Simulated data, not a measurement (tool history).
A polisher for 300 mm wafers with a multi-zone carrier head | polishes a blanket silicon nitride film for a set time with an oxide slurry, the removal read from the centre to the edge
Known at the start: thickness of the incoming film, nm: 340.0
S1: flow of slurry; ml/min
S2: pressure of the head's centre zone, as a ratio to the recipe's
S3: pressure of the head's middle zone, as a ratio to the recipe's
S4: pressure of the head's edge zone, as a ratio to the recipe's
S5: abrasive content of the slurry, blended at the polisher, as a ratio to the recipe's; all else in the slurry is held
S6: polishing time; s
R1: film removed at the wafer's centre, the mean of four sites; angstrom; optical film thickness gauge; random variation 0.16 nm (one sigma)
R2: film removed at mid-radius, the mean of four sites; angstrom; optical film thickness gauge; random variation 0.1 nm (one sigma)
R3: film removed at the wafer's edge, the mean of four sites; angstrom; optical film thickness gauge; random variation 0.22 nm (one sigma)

run 1 hour=0 | S1=240 S2=1 S3=1 S4=1 S5=1 S6=65 | R1=383.3 R2=369.99 R3=373.58
run 2 hour=1.4 | S1=230 S2=0.96 S3=1 S4=0.99 S5=0.9 S6=58 | R1=311.98 R2=314.99 R3=305.62
run 3 hour=2.5 | S1=215 S2=0.93 S3=1 S4=1.03 S5=0.85 S6=53 | R1=263.82 R2=277.59 R3=278.12
run 4 hour=7.9 | S1=215 S2=0.93 S3=1 S4=1.03 S5=0.75 S6=53 | R1=253.11 R2=259.65 R3=254.61
run 5 hour=9.6 | S1=215 S2=0.93 S3=0.94 S4=1.03 S5=0.75 S6=53 | R1=242.81 R2=247.41 R3=256.38
run 6 hour=10.4 | S1=205 S2=0.91 S3=0.94 S4=1.04 S5=0.7 S6=50 | R1=217.53 R2=221.78 R3=236.58
run 7 hour=14.9 | S1=205 S2=0.89 S3=0.95 S4=1.05 S5=0.65 S6=47 | R1=186.2 R2=200.77 R3=210.67
run 8 hour=20.9 | S1=210 S2=0.88 S3=0.95 S4=1.04 S5=0.6 S6=46 | R1=178.31 R2=188.14 R3=196.16
run 9 hour=25.8 | S1=205 S2=0.87 S3=0.96 S4=1.05 S5=0.6 S6=45 | R1=169.3 R2=185.46 R3=196.45
run 10 hour=29.3 | S1=200 S2=0.86 S3=0.97 S4=1.04 S5=0.6 S6=45 | R1=168.47 R2=185.26 R3=191.39
-- hour=38.1 centre zone pressure recalibrated
run 11 hour=38.1 | S1=195 S2=0.85 S3=0.98 S4=1.04 S5=0.6 S6=45 | R1=156.25 R2=186.64 R3=192.21
run 12 hour=45.9 | S1=195 S2=0.84 S3=0.96 S4=1.01 S5=0.6 S6=45 | R1=154 R2=181.31 R3=188.78
run 13 hour=53.7 | S1=200 S2=0.84 S3=0.95 S4=0.98 S5=0.6 S6=45 | R1=156.34 R2=183.52 R3=188.02
run 14 hour=58.9 | S1=175 S2=0.81 S3=0.92 S4=0.92 S5=0.5 S6=41 | R1=116.93 R2=140.02 R3=144.9
run 15 hour=67.4 | S1=195 S2=0.81 S3=0.92 S4=0.93 S5=0.5 S6=41 | R1=120.8 R2=141.99 R3=147.69
run 16 hour=71.7 | S1=265 S2=0.83 S3=1.02 S4=1.03 S5=0.55 S6=39 | R1=133.52 R2=165.27 R3=161.1
run 17 hour=75.7 | S1=265 S2=0.83 S3=1.01 S4=1.03 S5=0.55 S6=39 | R1=131.01 R2=160.64 R3=157.79

Run 18 comes next. What will it give?
run 18 hour=82.5 | S1=260 S2=0.83 S3=1.01 S4=1.04 S5=0.55 S6=39 | R1=? R2=? R3=?

Run 18 gave R1 131.22 angstrom, R2 162.86 angstrom, R3 162.33 angstrom.
